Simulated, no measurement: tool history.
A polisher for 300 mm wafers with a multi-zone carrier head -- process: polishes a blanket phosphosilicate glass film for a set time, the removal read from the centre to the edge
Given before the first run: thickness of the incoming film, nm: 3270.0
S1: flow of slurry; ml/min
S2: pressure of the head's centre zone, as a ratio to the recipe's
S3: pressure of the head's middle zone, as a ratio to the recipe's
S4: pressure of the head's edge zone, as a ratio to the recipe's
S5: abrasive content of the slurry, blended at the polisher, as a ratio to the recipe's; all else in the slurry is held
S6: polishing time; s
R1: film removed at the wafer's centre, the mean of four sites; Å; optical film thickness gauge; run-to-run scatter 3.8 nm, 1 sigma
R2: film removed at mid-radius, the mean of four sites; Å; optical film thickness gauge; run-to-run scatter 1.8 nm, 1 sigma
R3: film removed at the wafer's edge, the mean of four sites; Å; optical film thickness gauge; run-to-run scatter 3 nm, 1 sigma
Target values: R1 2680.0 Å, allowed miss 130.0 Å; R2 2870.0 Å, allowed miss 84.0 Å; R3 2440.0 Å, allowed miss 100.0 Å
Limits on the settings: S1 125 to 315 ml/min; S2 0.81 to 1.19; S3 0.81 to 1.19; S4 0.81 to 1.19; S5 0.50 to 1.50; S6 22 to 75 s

run,day,S1,S2,S3,S4,S5,S6,R1,R2,R3
1,0.000,205,1.00,1.00,1.00,1.00,48,3875.4,3899.4,3704.6
2,0.104,205,1.00,1.00,1.00,0.80,48,3277.1,3299.5,3142.7
3,0.454,205,1.00,1.07,1.00,0.80,48,3241.2,3501.9,3141.7
4,0.642,205,1.00,1.07,1.00,1.00,48,3873.7,4207.2,3747.1
5,0.871,205,1.00,1.07,1.00,1.10,48,4116.3,4443.4,4018.1
6,1.162,205,0.96,1.07,1.00,1.10,48,3927.4,4373.6,4001.8
7,1.475,205,0.96,1.06,0.97,1.00,48,3831.4,4108.5,3760.4
8,1.796,205,0.98,1.07,0.98,0.90,48,3525.0,3858.5,3475.9
9,1.838,205,1.00,1.08,0.99,0.85,48,3438.8,3750.2,3327.6
10,2.142,205,1.01,1.08,0.99,0.80,48,3343.7,3541.2,3138.1
11,2.267,200,1.01,1.09,0.99,0.75,48,3104.6,3339.3,2936.7
12,2.383,200,1.01,1.09,0.99,0.75,48,3049.1,3357.0,2942.9
13,2.554,190,1.02,1.09,0.98,0.75,48,3150.2,3343.4,2850.0
14,2.658,180,1.01,1.09,0.98,0.75,48,3017.0,3269.7,2914.1
15,2.683,175,1.02,1.10,0.97,0.75,48,3063.7,3284.2,2826.1
16,2.912,170,1.02,1.10,0.97,0.75,48,3124.4,3277.3,2959.5
17,3.229,175,1.02,1.10,0.97,0.70,48,2806.2,3076.4,2692.2
18,3.475,170,1.03,1.10,0.96,0.70,48,2882.4,3082.7,2668.3
19,3.817,165,1.03,1.10,0.95,0.70,48,2851.0,3069.0,2583.4
20,4.004,140,1.00,1.05,0.91,0.65,48,2356.0,2586.3,2300.0
21,4.308,150,1.00,1.05,0.91,0.65,48,2457.0,2648.1,2359.2
22,4.529,155,1.00,1.05,0.91,0.65,48,2523.8,2652.8,2377.5
23,4.717,160,1.00,1.06,0.91,0.65,48,2460.3,2690.3,2388.7
24,4.908,165,1.01,1.06,0.91,0.65,48,2580.9,2700.6,2381.2
# day 5.167: edge zone pressure recalibrated
25,5.167,195,1.01,1.11,0.92,0.65,48,2674.1,2913.0,2542.4

Which one of the following 5 next-run settings gets every result inside its allowed miss? There is exactly one.
A,5.425,305,1.10,0.90,0.89,0.60,54,?,?,?
B,5.425,210,1.00,1.09,0.95,0.70,45,?,?,?
C,5.425,150,1.18,1.03,0.88,0.70,45,?,?,?
D,5.425,235,0.94,1.01,0.89,0.65,51,?,?,?
E,5.425,250,1.07,1.16,0.94,0.50,65,?,?,?

move,R1,R2,R3
A,3002.9,2609.8,2661.6
B,2616.9,2935.8,2649.3
C,2854.6,2625.7,2444.4
D,2618.3,2917.5,2715.9
E,2561.0,2832.0,2395.4
A: further off than the last run
B: further off than the last run
C: the worst result of the last run now meets its target, but another is out of spec
D: further off than the last run
E: every result lands within tolerance
Go with E: it meets all targets.
